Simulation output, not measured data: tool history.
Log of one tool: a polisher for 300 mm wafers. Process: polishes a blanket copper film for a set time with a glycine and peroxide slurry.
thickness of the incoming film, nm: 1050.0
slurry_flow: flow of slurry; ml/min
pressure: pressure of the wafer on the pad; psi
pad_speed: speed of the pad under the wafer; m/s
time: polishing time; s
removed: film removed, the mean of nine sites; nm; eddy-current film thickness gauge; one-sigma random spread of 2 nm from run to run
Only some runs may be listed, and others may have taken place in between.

run,day,slurry_flow,pressure,pad_speed,time,removed
1,0,160,3.3,1.28,62,387.55
2,0.025,160,3.3,1.48,62,434.91
3,0.346,160,2.8,1.48,62,387.42
4,0.433,160,2.8,1.48,62,388.43
5,0.783,160,3.4,1.48,62,453.3
6,0.825,160,3.4,1.48,65,466.01
7,1.083,160,3.2,1.44,65,437.9
8,1.421,140,2.2,1.08,64,257.33

Run 9, settings as shown, results not yet in. Your forecast:
9,1.708,140,2.1,1.08,64,?

removed: 248.98 nm

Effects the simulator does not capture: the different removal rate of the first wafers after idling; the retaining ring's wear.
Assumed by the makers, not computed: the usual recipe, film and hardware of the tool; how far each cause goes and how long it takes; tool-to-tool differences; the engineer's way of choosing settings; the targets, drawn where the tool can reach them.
